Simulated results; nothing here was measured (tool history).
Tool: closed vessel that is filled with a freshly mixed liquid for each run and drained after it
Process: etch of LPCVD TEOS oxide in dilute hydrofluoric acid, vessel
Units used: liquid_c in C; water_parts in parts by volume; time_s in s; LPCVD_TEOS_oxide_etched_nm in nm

run 1 hour=0 | liquid_c=21 water_parts=295 time_s=105 | LPCVD_TEOS_oxide_etched_nm=7.3165
run 2 hour=8.9 | liquid_c=23.5 water_parts=295 time_s=105 | LPCVD_TEOS_oxide_etched_nm=7.9598
run 3 hour=14.8 | liquid_c=23.5 water_parts=295 time_s=105 | LPCVD_TEOS_oxide_etched_nm=8.0182
run 4 hour=22.6 | liquid_c=26.5 water_parts=295 time_s=105 | LPCVD_TEOS_oxide_etched_nm=8.855
run 5 hour=27 | liquid_c=24 water_parts=300 time_s=105 | LPCVD_TEOS_oxide_etched_nm=7.9305
-- hour=36 hydrofluoric acid flow meter replaced
run 6 hour=36 | liquid_c=22 water_parts=300 time_s=105 | LPCVD_TEOS_oxide_etched_nm=8.5318
run 7 hour=41.2 | liquid_c=26 water_parts=365 time_s=105 | LPCVD_TEOS_oxide_etched_nm=7.5562

Run 8 is up next; what results do you expect?
run 8 hour=44.3 | liquid_c=24.5 water_parts=370 time_s=105 | LPCVD_TEOS_oxide_etched_nm=?

Run 8 came out at LPCVD_TEOS_oxide_etched_nm 7.0693 nm.
